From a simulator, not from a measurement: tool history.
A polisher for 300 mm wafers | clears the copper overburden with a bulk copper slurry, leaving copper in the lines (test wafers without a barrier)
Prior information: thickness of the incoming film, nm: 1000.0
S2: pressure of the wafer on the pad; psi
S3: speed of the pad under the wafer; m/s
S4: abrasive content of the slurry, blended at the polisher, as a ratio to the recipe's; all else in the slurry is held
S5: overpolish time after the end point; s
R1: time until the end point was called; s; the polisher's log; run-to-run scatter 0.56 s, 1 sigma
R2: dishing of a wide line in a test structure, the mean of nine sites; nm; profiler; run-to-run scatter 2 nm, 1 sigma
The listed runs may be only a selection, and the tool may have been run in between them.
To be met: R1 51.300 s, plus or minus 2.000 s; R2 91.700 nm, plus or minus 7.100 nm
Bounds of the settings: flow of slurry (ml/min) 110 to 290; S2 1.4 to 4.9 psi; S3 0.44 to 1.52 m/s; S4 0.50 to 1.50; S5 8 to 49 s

Run 1, hour 0.0: flow of slurry (ml/min) 185, S2 3.1 psi, S3 0.98 m/s, S4 1.00, S5 25 s. Result: R1 80.460 s, R2 96.540 nm.
Run 2, hour 8.4: flow of slurry (ml/min) 185, S2 3.7 psi, S3 0.98 m/s, S4 1.00, S5 25 s. Result: R1 67.900 s, R2 99.130 nm.
Run 3, hour 10.6: flow of slurry (ml/min) 185, S2 4.2 psi, S3 0.98 m/s, S4 1.00, S5 25 s. Result: R1 59.241 s, R2 105.290 nm.
Run 4, hour 14.3: flow of slurry (ml/min) 185, S2 4.2 psi, S3 0.84 m/s, S4 1.00, S5 25 s. Result: R1 69.227 s, R2 100.370 nm.
Run 5, hour 20.3: flow of slurry (ml/min) 185, S2 4.3 psi, S3 0.86 m/s, S4 1.00, S5 23 s. Result: R1 66.913 s, R2 103.410 nm.
Run 6, hour 21.2: flow of slurry (ml/min) 185, S2 4.3 psi, S3 0.90 m/s, S4 1.00, S5 21 s. Result: R1 63.032 s, R2 100.510 nm.
Run 7, hour 28.4: flow of slurry (ml/min) 185, S2 4.4 psi, S3 0.90 m/s, S4 1.00, S5 19 s. Result: R1 62.305 s, R2 98.044 nm.
Run 8, hour 33.2: flow of slurry (ml/min) 185, S2 4.5 psi, S3 0.90 m/s, S4 1.00, S5 18 s. Result: R1 60.818 s, R2 97.144 nm.
Run 9, hour 36.6: flow of slurry (ml/min) 185, S2 4.5 psi, S3 0.90 m/s, S4 1.00, S5 17 s. Result: R1 60.927 s, R2 97.259 nm.
Run 10, hour 40.6: flow of slurry (ml/min) 185, S2 4.5 psi, S3 0.90 m/s, S4 1.00, S5 16 s. Result: R1 61.047 s, R2 92.502 nm.
Run 11, hour 47.8: flow of slurry (ml/min) 190, S2 4.7 psi, S3 0.94 m/s, S4 1.00, S5 14 s. Result: R1 56.054 s, R2 95.545 nm.
Run 12, hour 52.7: flow of slurry (ml/min) 175, S2 4.8 psi, S3 1.02 m/s, S4 1.05, S5 8 s. Result: R1 50.641 s, R2 75.632 nm.
Run 13, hour 54.9: flow of slurry (ml/min) 180, S2 4.8 psi, S3 1.02 m/s, S4 1.05, S5 8 s. Result: R1 50.140 s, R2 75.747 nm.
Run 14, hour 58.5: flow of slurry (ml/min) 185, S2 4.8 psi, S3 1.02 m/s, S4 1.05, S5 9 s. Result: R1 50.132 s, R2 83.498 nm.
Run 15, hour 62.9: flow of slurry (ml/min) 195, S2 4.7 psi, S3 1.02 m/s, S4 1.05, S5 10 s. Result: R1 50.661 s, R2 84.670 nm.

Which of these 5 next moves meets every target?
Run A, hour 67.3: flow of slurry (ml/min) 180, S2 4.6 psi, S3 0.98 m/s, S4 1.30, S5 8 s. Result: R1 ?, R2 ?.
Run B, hour 67.3: flow of slurry (ml/min) 155, S2 4.9 psi, S3 1.02 m/s, S4 1.00, S5 13 s. Result: R1 ?, R2 ?.
Run C, hour 67.3: flow of slurry (ml/min) 195, S2 4.5 psi, S3 1.06 m/s, S4 1.05, S5 9 s. Result: R1 ?, R2 ?.
Run D, hour 67.3: flow of slurry (ml/min) 220, S2 4.7 psi, S3 0.92 m/s, S4 1.35, S5 9 s. Result: R1 ?, R2 ?.
Run E, hour 67.3: flow of slurry (ml/min) 135, S2 4.7 psi, S3 0.98 m/s, S4 1.50, S5 8 s. Result: R1 ?, R2 ?.

move      R1      R2
   A  52.331  71.941
   B  51.406  92.863
   C  51.402  77.436
   D  52.566  76.849
   E  52.082  72.285
A: misses by more than the last run did
B: every result lands within tolerance
C: misses by more than the last run did
D: misses by more than the last run did
E: misses by more than the last run did
B meets every target.
